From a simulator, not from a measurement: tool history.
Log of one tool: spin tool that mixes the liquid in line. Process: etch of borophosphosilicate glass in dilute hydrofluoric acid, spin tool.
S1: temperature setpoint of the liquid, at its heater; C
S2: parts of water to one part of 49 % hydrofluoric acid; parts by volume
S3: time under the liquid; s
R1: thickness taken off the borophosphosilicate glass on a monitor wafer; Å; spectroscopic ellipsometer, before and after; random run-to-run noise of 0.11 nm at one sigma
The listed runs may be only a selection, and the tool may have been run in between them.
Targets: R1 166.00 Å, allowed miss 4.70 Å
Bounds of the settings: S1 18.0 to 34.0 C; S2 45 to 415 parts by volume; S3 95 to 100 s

run  hour    S1   S2  S3      R1
  1   0.0  26.0  230  95  263.92
  2   0.8  24.5  240  95  234.18
  3   3.6  24.5  205  95  280.92
  4   4.2  24.5  255  95  214.62
  5  11.5  23.5  255  95  208.74
  6  14.0  23.5  290  95  176.09
  7  17.4  23.0  290  95  173.02
  8  23.6  22.5  290  95  172.52

4 next moves are on the table. One of them brings every result within its allowed miss. Which?
  A  29.8  20.5  275  100   ?
  B  29.8  20.0  275   95   ?
  C  29.8  25.0  300   95   ?
  D  29.8  21.5  280  100   ?

move      R1
   A  180.59
   B  168.42
   C  180.17
   D  183.11
A: lands further from the targets than the last run did
B: each result inside its tolerance
C: lands further from the targets than the last run did
D: lands further from the targets than the last run did
Answer: B

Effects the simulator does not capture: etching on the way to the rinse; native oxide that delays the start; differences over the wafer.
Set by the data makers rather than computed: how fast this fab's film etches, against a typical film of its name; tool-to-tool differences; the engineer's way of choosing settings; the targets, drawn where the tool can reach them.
